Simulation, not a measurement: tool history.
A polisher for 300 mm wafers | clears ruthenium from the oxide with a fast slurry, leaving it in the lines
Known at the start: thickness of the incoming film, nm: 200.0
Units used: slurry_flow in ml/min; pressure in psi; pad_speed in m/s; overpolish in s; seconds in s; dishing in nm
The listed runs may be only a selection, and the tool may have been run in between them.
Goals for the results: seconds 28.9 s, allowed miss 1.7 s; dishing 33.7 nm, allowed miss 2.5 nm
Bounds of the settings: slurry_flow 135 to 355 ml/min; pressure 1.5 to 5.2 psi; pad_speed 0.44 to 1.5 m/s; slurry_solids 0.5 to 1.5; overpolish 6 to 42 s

run	hour	slurry_flow	pressure	pad_speed	slurry_solids	overpolish	seconds	dishing
1	0	225	3.3	0.96	1	21	40.815	62.065
2	5.4	225	3.8	0.96	1	21	37.793	67.924
3	9	225	3.4	1.04	1	19	37.569	62.36
4	17.9	175	3.4	1.04	1	19	38.716	63.501
5	19.1	205	3.1	1.12	1.05	17	36.264	59.758
6	23.4	205	3.6	1.12	1.05	17	33.149	64.83
7	27.2	230	3.3	1.16	1.1	15	32.975	61.258
8	32.6	250	3.2	1.22	1	14	32.613	56.624
9	38.4	265	3.2	1.26	0.9	13	34.436	55.217
10	39.6	280	2.9	1.28	1	12	34.059	51.919
11	45.9	290	2.7	1.3	1.1	11	32.809	48.624
12	48.8	300	2.5	1.32	1.15	10	33.874	45.27
13	53	310	2.4	1.34	1.2	9	33.035	41.481
14	58.2	355	1.9	1.42	1.45	6	33.438	29.695
15	60.6	355	2	1.42	1.45	6	32.824	29.801
16	62.3	355	2.1	1.42	1.45	6	32.074	30.084
17	63.2	355	2.2	1.42	1.45	6	31.227	30.309

Exactly one of the 5 candidate moves below puts every result within its allowed miss. Which one?
A	64.1	330	2.2	1.34	1.45	6	?	?
B	64.1	355	2.1	1.38	1.5	6	?	?
C	64.1	355	2.1	1.14	1.5	6	?	?
D	64.1	340	2.4	1.4	1.5	6	?	?
E	64.1	355	2.4	1.3	1.5	6	?	?

move	seconds	dishing
A	32.685	30.63
B	32.176	31.036
C	38.778	26.477
D	29.039	33.792
E	31.132	31.903
A: misses by more than the last run did
B: misses by more than the last run did
C: misses by more than the last run did
D: in spec on every target
E: roughly where the last run was
Answer: D
